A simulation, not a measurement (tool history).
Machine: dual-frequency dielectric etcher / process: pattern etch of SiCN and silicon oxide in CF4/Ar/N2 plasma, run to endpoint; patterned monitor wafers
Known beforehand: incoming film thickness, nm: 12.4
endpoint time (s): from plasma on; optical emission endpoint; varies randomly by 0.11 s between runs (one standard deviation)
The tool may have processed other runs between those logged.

run,hour,source power (W),bias power (W),Ar flow (sccm),CF4 flow (sccm),endpoint time (s)
1,0.0,550,97,85,53,12.596
2,1.7,550,97,77,53,12.436
3,3.7,550,97,72,53,12.356
4,7.3,490,96,72,53,13.557
5,10.1,440,95,72,53,14.919
6,13.7,420,95,72,53,15.540
7,18.2,410,95,72,53,15.640

What does the tool deliver on the next run?
8,21.4,400,95,72,53,?

endpoint time (s): 16.069
